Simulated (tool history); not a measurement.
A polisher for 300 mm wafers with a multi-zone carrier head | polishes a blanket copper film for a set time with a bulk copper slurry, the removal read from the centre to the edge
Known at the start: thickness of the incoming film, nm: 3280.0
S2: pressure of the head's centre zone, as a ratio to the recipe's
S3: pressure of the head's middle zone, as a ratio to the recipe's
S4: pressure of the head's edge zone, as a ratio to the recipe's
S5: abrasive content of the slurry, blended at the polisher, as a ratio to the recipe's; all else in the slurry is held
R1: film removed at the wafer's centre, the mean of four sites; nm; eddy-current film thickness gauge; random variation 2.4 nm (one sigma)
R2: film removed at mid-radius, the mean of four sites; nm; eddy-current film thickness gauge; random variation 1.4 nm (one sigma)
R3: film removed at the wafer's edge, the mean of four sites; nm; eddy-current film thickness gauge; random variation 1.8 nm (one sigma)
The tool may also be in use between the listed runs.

{"run": 1, "hour": 0.0, "flow of slurry (ml/min)": 200, "S2": 1, "S3": 1, "S4": 1, "S5": 1, "polishing time (s)": 37, "R1": 322.15, "R2": 321.4, "R3": 324.24}
{"run": 2, "hour": 1.9, "flow of slurry (ml/min)": 195, "S2": 1.01, "S3": 0.98, "S4": 0.96, "S5": 0.9, "polishing time (s)": 35, "R1": 302.39, "R2": 296.04, "R3": 290.39}
{"run": 3, "hour": 6.3, "flow of slurry (ml/min)": 185, "S2": 1.01, "S3": 0.94, "S4": 0.94, "S5": 0.8, "polishing time (s)": 34, "R1": 270.88, "R2": 266.77, "R3": 264.58}
{"run": 4, "hour": 12.9, "flow of slurry (ml/min)": 180, "S2": 1.03, "S3": 0.91, "S4": 0.92, "S5": 0.75, "polishing time (s)": 33, "R1": 263.49, "R2": 241.01, "R3": 250.4}
{"run": 5, "hour": 15.3, "flow of slurry (ml/min)": 175, "S2": 1.03, "S3": 0.9, "S4": 0.89, "S5": 0.7, "polishing time (s)": 33, "R1": 258.5, "R2": 234.99, "R3": 236.75}
{"run": 6, "hour": 16.6, "flow of slurry (ml/min)": 175, "S2": 1.03, "S3": 0.83, "S4": 0.89, "S5": 0.7, "polishing time (s)": 33, "R1": 253.15, "R2": 221.83, "R3": 235.95}
{"run": 7, "hour": 17.7, "flow of slurry (ml/min)": 165, "S2": 1.03, "S3": 0.83, "S4": 0.87, "S5": 0.65, "polishing time (s)": 33, "R1": 245.74, "R2": 215.63, "R3": 222.39}
{"run": 8, "hour": 18.3, "flow of slurry (ml/min)": 155, "S2": 1.03, "S3": 0.83, "S4": 0.87, "S5": 0.65, "polishing time (s)": 33, "R1": 240.91, "R2": 212.18, "R3": 225.89}
{"run": 9, "hour": 27.2, "flow of slurry (ml/min)": 155, "S2": 1.03, "S3": 0.83, "S4": 0.86, "S5": 0.6, "polishing time (s)": 33, "R1": 236.17, "R2": 204.53, "R3": 216.06}
{"run": 10, "hour": 35.9, "flow of slurry (ml/min)": 155, "S2": 1.03, "S3": 0.83, "S4": 0.85, "S5": 0.6, "polishing time (s)": 33, "R1": 231.15, "R2": 207.18, "R3": 218.75}
{"run": 11, "hour": 40.7, "flow of slurry (ml/min)": 140, "S2": 1.08, "S3": 0.85, "S4": 0.81, "S5": 0.5, "polishing time (s)": 32, "R1": 212.98, "R2": 179.48, "R3": 181.27}
{"run": 12, "hour": 44.6, "flow of slurry (ml/min)": 160, "S2": 1.07, "S3": 0.84, "S4": 0.82, "S5": 0.5, "polishing time (s)": 32, "R1": 213.76, "R2": 184.85, "R3": 189.55}
{"run": 13, "hour": 46.2, "flow of slurry (ml/min)": 175, "S2": 1.07, "S3": 0.85, "S4": 0.83, "S5": 0.5, "polishing time (s)": 32, "R1": 226.35, "R2": 191.16, "R3": 192.81}

The next listed run, before its measurement:
{"run": 14, "hour": 48.3, "flow of slurry (ml/min)": 180, "S2": 1.06, "S3": 0.85, "S4": 0.83, "S5": 0.5, "polishing time (s)": 32, "R1": "?", "R2": "?", "R3": "?"}

Run 14 gave R1 226.73 nm, R2 190.19 nm, R3 194.68 nm.

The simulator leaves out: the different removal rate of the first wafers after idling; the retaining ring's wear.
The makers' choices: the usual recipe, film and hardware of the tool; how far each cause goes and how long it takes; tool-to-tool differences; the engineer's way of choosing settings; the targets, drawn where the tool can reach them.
